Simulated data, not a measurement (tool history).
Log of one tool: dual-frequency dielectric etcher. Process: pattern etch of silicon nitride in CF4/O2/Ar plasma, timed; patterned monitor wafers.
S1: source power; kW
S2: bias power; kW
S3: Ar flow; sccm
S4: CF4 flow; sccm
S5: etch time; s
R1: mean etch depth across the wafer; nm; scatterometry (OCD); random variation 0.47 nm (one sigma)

{"run": 1, "hour": 0.0, "S1": 0.41, "S2": 0.044, "S3": 111, "S4": 120, "S5": 114, "R1": 178.87}
{"run": 2, "hour": 2.7, "S1": 0.41, "S2": 0.044, "S3": 111, "S4": 106, "S5": 114, "R1": 174.14}
{"run": 3, "hour": 9.7, "S1": 0.38, "S2": 0.044, "S3": 111, "S4": 106, "S5": 114, "R1": 164.72}
{"run": 4, "hour": 14.5, "S1": 0.35, "S2": 0.044, "S3": 111, "S4": 106, "S5": 114, "R1": 154.29}
{"run": 5, "hour": 22.7, "S1": 0.35, "S2": 0.044, "S3": 111, "S4": 91, "S5": 114, "R1": 150.55}
{"run": 6, "hour": 26.2, "S1": 0.35, "S2": 0.044, "S3": 111, "S4": 100, "S5": 114, "R1": 152.02}

Forecast run 7:
{"run": 7, "hour": 35.2, "S1": 0.34, "S2": 0.044, "S3": 111, "S4": 100, "S5": 114, "R1": "?"}

{"run 7": {"R1": 149.44}}

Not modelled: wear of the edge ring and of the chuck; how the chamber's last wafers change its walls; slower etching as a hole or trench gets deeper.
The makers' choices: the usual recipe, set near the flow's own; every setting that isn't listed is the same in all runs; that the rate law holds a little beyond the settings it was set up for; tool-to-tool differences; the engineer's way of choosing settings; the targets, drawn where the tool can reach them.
